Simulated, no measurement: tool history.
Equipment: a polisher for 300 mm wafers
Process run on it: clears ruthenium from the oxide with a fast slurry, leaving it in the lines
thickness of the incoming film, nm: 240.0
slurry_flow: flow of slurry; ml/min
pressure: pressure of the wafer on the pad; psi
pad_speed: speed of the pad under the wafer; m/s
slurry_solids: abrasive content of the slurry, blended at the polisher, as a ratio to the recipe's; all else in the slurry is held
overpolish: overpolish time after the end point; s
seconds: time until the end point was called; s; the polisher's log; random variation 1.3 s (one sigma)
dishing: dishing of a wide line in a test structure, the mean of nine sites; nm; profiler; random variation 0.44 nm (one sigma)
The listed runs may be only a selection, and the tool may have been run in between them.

run 1 hour=0 | slurry_flow=210 pressure=2.1 pad_speed=1.28 slurry_solids=1 overpolish=12 | seconds=59 dishing=37.901
run 2 hour=7.8 | slurry_flow=210 pressure=2 pad_speed=1.26 slurry_solids=1 overpolish=12 | seconds=63.253 dishing=34.217
run 3 hour=10.7 | slurry_flow=210 pressure=1.7 pad_speed=1.26 slurry_solids=1 overpolish=12 | seconds=74.733 dishing=29.576
run 4 hour=14.1 | slurry_flow=190 pressure=1.7 pad_speed=1.26 slurry_solids=1 overpolish=12 | seconds=74.208 dishing=28.595
run 5 hour=17.6 | slurry_flow=215 pressure=1.7 pad_speed=1.26 slurry_solids=1 overpolish=12 | seconds=72.58 dishing=30.459
run 6 hour=24.4 | slurry_flow=215 pressure=1.7 pad_speed=1.26 slurry_solids=1 overpolish=7 | seconds=74.07 dishing=18.509

What does the tool deliver on the next run?
run 7 hour=29.4 | slurry_flow=215 pressure=1.6 pad_speed=1.24 slurry_solids=1 overpolish=8 | seconds=? dishing=?

{"run 7": {"seconds": 78.867, "dishing": 19.206}}
